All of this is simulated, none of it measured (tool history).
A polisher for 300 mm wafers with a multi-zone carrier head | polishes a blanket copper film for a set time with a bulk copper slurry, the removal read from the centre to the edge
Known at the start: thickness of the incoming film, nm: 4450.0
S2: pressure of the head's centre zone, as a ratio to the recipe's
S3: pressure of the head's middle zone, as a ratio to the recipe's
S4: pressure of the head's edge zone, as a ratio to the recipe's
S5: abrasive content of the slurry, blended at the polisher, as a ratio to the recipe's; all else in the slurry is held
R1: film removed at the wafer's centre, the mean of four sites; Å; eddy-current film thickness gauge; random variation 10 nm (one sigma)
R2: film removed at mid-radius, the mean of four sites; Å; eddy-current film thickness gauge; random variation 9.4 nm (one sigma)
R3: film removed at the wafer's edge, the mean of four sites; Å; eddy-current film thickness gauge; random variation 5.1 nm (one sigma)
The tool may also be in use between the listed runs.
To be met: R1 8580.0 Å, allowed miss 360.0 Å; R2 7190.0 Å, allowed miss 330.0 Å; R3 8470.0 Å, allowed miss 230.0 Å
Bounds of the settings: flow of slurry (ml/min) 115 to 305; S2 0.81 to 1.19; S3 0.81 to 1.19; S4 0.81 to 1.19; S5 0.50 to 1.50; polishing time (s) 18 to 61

Run 1, day 0.000: flow of slurry (ml/min) 195, S2 1.00, S3 1.00, S4 1.00, S5 1.00, polishing time (s) 39. Result: R1 6290.5 Å, R2 6221.7 Å, R3 6705.3 Å.
Run 2, day 0.171: flow of slurry (ml/min) 195, S2 1.00, S3 1.00, S4 1.00, S5 0.80, polishing time (s) 39. Result: R1 6071.8 Å, R2 6137.8 Å, R3 6533.9 Å.
Run 3, day 0.246: flow of slurry (ml/min) 195, S2 0.96, S3 1.00, S4 1.00, S5 0.80, polishing time (s) 39. Result: R1 5866.8 Å, R2 6113.3 Å, R3 6545.7 Å.
Run 4, day 0.525: flow of slurry (ml/min) 195, S2 0.88, S3 1.00, S4 1.00, S5 0.80, polishing time (s) 39. Result: R1 5379.9 Å, R2 6033.4 Å, R3 6621.8 Å.
Run 5, day 0.692: flow of slurry (ml/min) 195, S2 0.95, S3 1.00, S4 1.00, S5 0.80, polishing time (s) 39. Result: R1 5773.5 Å, R2 5982.9 Å, R3 6522.2 Å.
Run 6, day 0.933: flow of slurry (ml/min) 195, S2 0.95, S3 1.00, S4 0.95, S5 0.80, polishing time (s) 39. Result: R1 5773.8 Å, R2 5890.4 Å, R3 6263.9 Å.
Run 7, day 1.038: flow of slurry (ml/min) 200, S2 0.98, S3 0.99, S4 0.97, S5 0.85, polishing time (s) 39. Result: R1 6046.5 Å, R2 6058.7 Å, R3 6535.8 Å.
Run 8, day 1.108: flow of slurry (ml/min) 210, S2 1.00, S3 0.98, S4 0.99, S5 0.90, polishing time (s) 39. Result: R1 6245.2 Å, R2 6188.3 Å, R3 6653.3 Å.
At day 1.450: edge zone pressure recalibrated.
Run 9, day 1.450: flow of slurry (ml/min) 215, S2 1.02, S3 0.97, S4 1.01, S5 0.95, polishing time (s) 39. Result: R1 6488.4 Å, R2 6078.9 Å, R3 6440.2 Å.
Run 10, day 1.688: flow of slurry (ml/min) 205, S2 1.03, S3 0.97, S4 1.02, S5 1.00, polishing time (s) 40. Result: R1 6672.3 Å, R2 6450.5 Å, R3 6676.9 Å.
Run 11, day 1.754: flow of slurry (ml/min) 215, S2 1.01, S3 0.95, S4 1.00, S5 1.00, polishing time (s) 41. Result: R1 6825.2 Å, R2 6296.5 Å, R3 6817.3 Å.
Run 12, day 2.096: flow of slurry (ml/min) 210, S2 1.01, S3 0.94, S4 1.01, S5 1.05, polishing time (s) 42. Result: R1 6839.5 Å, R2 6466.8 Å, R3 6989.5 Å.

4 next moves are on the table. One of them brings every result within its allowed miss. Which?
Run A, day 2.438: flow of slurry (ml/min) 200, S2 0.88, S3 0.82, S4 1.08, S5 1.00, polishing time (s) 53. Result: R1 ?, R2 ?, R3 ?.
Run B, day 2.438: flow of slurry (ml/min) 210, S2 0.93, S3 0.96, S4 1.00, S5 1.05, polishing time (s) 50. Result: R1 ?, R2 ?, R3 ?.
Run C, day 2.438: flow of slurry (ml/min) 150, S2 1.15, S3 0.97, S4 1.16, S5 1.20, polishing time (s) 48. Result: R1 ?, R2 ?, R3 ?.
Run D, day 2.438: flow of slurry (ml/min) 225, S2 1.09, S3 0.84, S4 0.97, S5 1.15, polishing time (s) 50. Result: R1 ?, R2 ?, R3 ?.

move      R1      R2      R3
   A  7601.3  7010.4  9097.0
   B  7673.6  7645.5  8353.3
   C  8560.8  7096.5  8428.5
   D  9115.3  7002.4  8421.1
A: takes the result that was furthest off past its target
B: brings the result that was furthest off to its target, and leaves another outside
C: meets every target
D: brings the result that was furthest off to its target, and leaves another outside
Answer: C

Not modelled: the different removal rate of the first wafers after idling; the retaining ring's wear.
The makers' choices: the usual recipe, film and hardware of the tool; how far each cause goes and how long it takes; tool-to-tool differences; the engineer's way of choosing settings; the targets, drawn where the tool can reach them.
